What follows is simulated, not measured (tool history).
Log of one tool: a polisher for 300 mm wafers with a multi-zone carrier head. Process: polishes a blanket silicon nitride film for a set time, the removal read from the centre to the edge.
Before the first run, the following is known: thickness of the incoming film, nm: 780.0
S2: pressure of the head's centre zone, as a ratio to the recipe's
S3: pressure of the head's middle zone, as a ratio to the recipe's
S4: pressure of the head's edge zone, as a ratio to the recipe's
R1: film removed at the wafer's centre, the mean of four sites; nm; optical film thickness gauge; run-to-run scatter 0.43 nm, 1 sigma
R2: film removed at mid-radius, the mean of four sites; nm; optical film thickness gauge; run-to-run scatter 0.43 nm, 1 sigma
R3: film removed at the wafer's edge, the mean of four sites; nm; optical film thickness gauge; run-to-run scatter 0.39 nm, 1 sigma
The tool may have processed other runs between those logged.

Run 1, hour 0: flow of slurry (ml/min) 240, S2 1, S3 1, S4 1, polishing time (s) 40. Result: R1 63.042 nm, R2 62.61 nm, R3 64.659 nm.
Run 2, hour 2.7: flow of slurry (ml/min) 235, S2 1, S3 0.98, S4 1.01, polishing time (s) 38. Result: R1 61.216 nm, R2 59.187 nm, R3 60.809 nm.
Run 3, hour 10.9: flow of slurry (ml/min) 235, S2 0.98, S3 0.96, S4 1.03, polishing time (s) 36. Result: R1 55.887 nm, R2 55.186 nm, R3 58.727 nm.
Run 4, hour 18.9: flow of slurry (ml/min) 235, S2 0.98, S3 0.96, S4 1.11, polishing time (s) 36. Result: R1 56.701 nm, R2 54.563 nm, R3 60.877 nm.
Run 5, hour 26.8: flow of slurry (ml/min) 230, S2 0.98, S3 0.94, S4 1.12, polishing time (s) 34. Result: R1 52.641 nm, R2 50.016 nm, R3 58.544 nm.
Run 6, hour 33.6: flow of slurry (ml/min) 225, S2 0.98, S3 0.93, S4 1.11, polishing time (s) 33. Result: R1 51.056 nm, R2 48.879 nm, R3 54.181 nm.
Run 7, hour 37.6: flow of slurry (ml/min) 240, S2 0.98, S3 0.92, S4 1.12, polishing time (s) 32. Result: R1 50.479 nm, R2 47.184 nm, R3 53.896 nm.
Run 8, hour 41.9: flow of slurry (ml/min) 240, S2 0.98, S3 0.92, S4 1.12, polishing time (s) 32. Result: R1 49.484 nm, R2 47.751 nm, R3 54.481 nm.
Run 9, hour 50.4: flow of slurry (ml/min) 240, S2 0.98, S3 0.92, S4 1.12, polishing time (s) 32. Result: R1 50.08 nm, R2 47.344 nm, R3 55.072 nm.
Run 10, hour 53.5: flow of slurry (ml/min) 235, S2 0.98, S3 0.91, S4 1.13, polishing time (s) 31. Result: R1 48.055 nm, R2 45.269 nm, R3 52.632 nm.
Run 11, hour 54.6: flow of slurry (ml/min) 230, S2 0.98, S3 0.9, S4 1.14, polishing time (s) 30. Result: R1 47.1 nm, R2 43.584 nm, R3 50.56 nm.
Run 12, hour 59.2: flow of slurry (ml/min) 235, S2 0.98, S3 0.89, S4 1.15, polishing time (s) 29. Result: R1 45.153 nm, R2 40.724 nm, R3 49.647 nm.
Run 13, hour 63.8: flow of slurry (ml/min) 230, S2 0.98, S3 0.88, S4 1.15, polishing time (s) 29. Result: R1 44.274 nm, R2 40.525 nm, R3 49.686 nm.
Run 14, hour 68.5: flow of slurry (ml/min) 225, S2 0.98, S3 0.87, S4 1.14, polishing time (s) 29. Result: R1 43.974 nm, R2 40.278 nm, R3 48.288 nm.
Run 15, hour 72.5: flow of slurry (ml/min) 220, S2 0.98, S3 0.86, S4 1.15, polishing time (s) 29. Result: R1 45.57 nm, R2 40.729 nm, R3 49.736 nm.
Run 16, hour 75.6: flow of slurry (ml/min) 220, S2 0.98, S3 0.85, S4 1.15, polishing time (s) 28. Result: R1 42.902 nm, R2 37.468 nm, R3 47.709 nm.

Run 17 is up next; what results do you expect?
Run 17, hour 79.8: flow of slurry (ml/min) 215, S2 0.98, S3 0.85, S4 1.14, polishing time (s) 28. Result: R1 ?, R2 ?, R3 ?.

Run 17 gave R1 42.275 nm, R2 37.837 nm, R3 47.501 nm.
